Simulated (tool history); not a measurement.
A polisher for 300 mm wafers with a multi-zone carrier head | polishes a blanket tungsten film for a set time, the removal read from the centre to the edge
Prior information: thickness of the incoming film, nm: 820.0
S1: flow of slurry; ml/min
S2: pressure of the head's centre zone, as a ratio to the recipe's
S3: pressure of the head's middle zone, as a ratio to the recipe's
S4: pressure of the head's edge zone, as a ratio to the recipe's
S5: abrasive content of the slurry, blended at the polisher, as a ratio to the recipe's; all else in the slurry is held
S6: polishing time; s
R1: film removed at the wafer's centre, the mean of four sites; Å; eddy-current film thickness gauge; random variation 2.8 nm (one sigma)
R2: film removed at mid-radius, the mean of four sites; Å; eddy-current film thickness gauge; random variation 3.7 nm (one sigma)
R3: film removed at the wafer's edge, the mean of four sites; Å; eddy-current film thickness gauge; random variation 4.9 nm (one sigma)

{"run": 1, "hour": 0.0, "S1": 265, "S2": 1, "S3": 1, "S4": 1, "S5": 1, "S6": 45, "R1": 2561, "R2": 2556.1, "R3": 2589.8}
{"run": 2, "hour": 2.0, "S1": 275, "S2": 0.99, "S3": 1.05, "S4": 1.01, "S5": 1.1, "S6": 46, "R1": 2689.2, "R2": 2731, "R3": 2749.2}
{"run": 3, "hour": 3.9, "S1": 275, "S2": 0.96, "S3": 1.09, "S4": 0.97, "S5": 1.15, "S6": 48, "R1": 2714.6, "R2": 3024, "R3": 2754.9}
{"run": 4, "hour": 7.6, "S1": 275, "S2": 0.96, "S3": 1.09, "S4": 1.02, "S5": 1.15, "S6": 48, "R1": 2761.7, "R2": 3044.3, "R3": 2829.9}
{"run": 5, "hour": 10.5, "S1": 275, "S2": 0.96, "S3": 1.09, "S4": 1.06, "S5": 1.15, "S6": 48, "R1": 2688.8, "R2": 3030.2, "R3": 2950.9}
{"run": 6, "hour": 13.8, "S1": 215, "S2": 0.96, "S3": 1.09, "S4": 1.06, "S5": 1.15, "S6": 48, "R1": 2648.3, "R2": 2985.4, "R3": 2872.2}
{"run": 7, "hour": 16.2, "S1": 220, "S2": 0.96, "S3": 1.11, "S4": 1.06, "S5": 1.25, "S6": 49, "R1": 2815.1, "R2": 3163.1, "R3": 2997}
{"run": 8, "hour": 18.4, "S1": 220, "S2": 0.96, "S3": 1.11, "S4": 1.06, "S5": 1.25, "S6": 49, "R1": 2767.5, "R2": 3210.9, "R3": 3020.4}
{"run": 9, "hour": 26.4, "S1": 225, "S2": 0.96, "S3": 1.13, "S4": 1.06, "S5": 1.3, "S6": 49, "R1": 2827.2, "R2": 3219.6, "R3": 3016.3}
{"run": 10, "hour": 33.9, "S1": 225, "S2": 0.95, "S3": 1.15, "S4": 1.06, "S5": 1.35, "S6": 50, "R1": 2862.6, "R2": 3398.6, "R3": 3133.2}

Forecast run 11:
{"run": 11, "hour": 41.7, "S1": 225, "S2": 0.95, "S3": 1.16, "S4": 1.05, "S5": 1.4, "S6": 51, "R1": "?", "R2": "?", "R3": "?"}

{"run 11": {"R1": 2949, "R2": 3511.2, "R3": 3272.3}}
